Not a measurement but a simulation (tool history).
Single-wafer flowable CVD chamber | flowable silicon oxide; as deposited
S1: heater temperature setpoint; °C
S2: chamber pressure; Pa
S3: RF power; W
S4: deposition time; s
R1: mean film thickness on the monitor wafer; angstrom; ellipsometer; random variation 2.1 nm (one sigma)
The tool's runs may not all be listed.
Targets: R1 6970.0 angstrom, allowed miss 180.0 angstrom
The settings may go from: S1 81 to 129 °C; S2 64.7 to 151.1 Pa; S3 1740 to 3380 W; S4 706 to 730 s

Run 1, hour 0.0: S1 105 °C, S2 107.9 Pa, S3 2560 W, S4 706 s. Result: R1 4673.4 angstrom.
Run 2, hour 4.3: S1 100 °C, S2 107.9 Pa, S3 2560 W, S4 706 s. Result: R1 5440.5 angstrom.
Run 3, hour 8.3: S1 100 °C, S2 107.9 Pa, S3 2790 W, S4 706 s. Result: R1 5500.2 angstrom.
Run 4, hour 15.7: S1 98 °C, S2 108.0 Pa, S3 2790 W, S4 706 s. Result: R1 5841.7 angstrom.
Run 5, hour 23.1: S1 98 °C, S2 108.0 Pa, S3 2550 W, S4 706 s. Result: R1 5766.9 angstrom.
Run 6, hour 28.5: S1 98 °C, S2 108.0 Pa, S3 2550 W, S4 730 s. Result: R1 5945.1 angstrom.
Run 7, hour 37.5: S1 96 °C, S2 108.0 Pa, S3 2550 W, S4 730 s. Result: R1 6317.7 angstrom.
Run 8, hour 43.2: S1 95 °C, S2 108.0 Pa, S3 2550 W, S4 730 s. Result: R1 6514.7 angstrom.
Run 9, hour 51.1: S1 94 °C, S2 108.0 Pa, S3 2550 W, S4 730 s. Result: R1 6722.7 angstrom.

Which of these 5 next moves meets every target?
Run A, hour 59.0: S1 98 °C, S2 122.4 Pa, S3 2225 W, S4 730 s. Result: R1 ?.
Run B, hour 59.0: S1 91 °C, S2 96.0 Pa, S3 2655 W, S4 709 s. Result: R1 ?.
Run C, hour 59.0: S1 90 °C, S2 89.9 Pa, S3 2930 W, S4 730 s. Result: R1 ?.
Run D, hour 59.0: S1 97 °C, S2 124.3 Pa, S3 2650 W, S4 729 s. Result: R1 ?.
Run E, hour 59.0: S1 91 °C, S2 106.8 Pa, S3 2585 W, S4 730 s. Result: R1 ?.

move      R1
   A  6548.6
   B  6389.9
   C  6435.0
   D  7026.0
   E  7262.2
A: further off than the last run
B: further off than the last run
C: further off than the last run
D: meets every target
E: takes the result that was furthest off past its target
The right move is D.

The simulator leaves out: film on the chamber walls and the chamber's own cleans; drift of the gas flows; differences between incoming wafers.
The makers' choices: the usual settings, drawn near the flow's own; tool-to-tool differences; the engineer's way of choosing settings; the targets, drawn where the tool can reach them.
